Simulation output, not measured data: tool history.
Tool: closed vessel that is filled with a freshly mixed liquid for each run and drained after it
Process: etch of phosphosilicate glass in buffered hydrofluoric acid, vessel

run,hour,temperature setpoint of the liquid (°C),parts of 40 % ammonium fluoride to one part of 49 % hydrofluoric acid (parts by volume),time in the liquid (s),thickness taken off the phosphosilicate glass on a monitor wafer (nm)
1,0,20,13.5,30,102.99
2,6.4,22.5,11.5,30,136.51
3,11.1,22.5,11.5,30,136.57
4,12.8,22.5,13.5,30,116.79
5,15.1,22.5,12,30,132.34
6,16.5,22.5,12,30,134.14
7,21.4,22.5,12,30,133
8,28.9,24,10.5,30,161.91
9,34.3,25,9.5,30,188.63
10,43.3,26,9,30,203.49

Forecast run 11:
11,46,26.5,8.5,30,?

thickness taken off the phosphosilicate glass on a monitor wafer (nm): 223.71

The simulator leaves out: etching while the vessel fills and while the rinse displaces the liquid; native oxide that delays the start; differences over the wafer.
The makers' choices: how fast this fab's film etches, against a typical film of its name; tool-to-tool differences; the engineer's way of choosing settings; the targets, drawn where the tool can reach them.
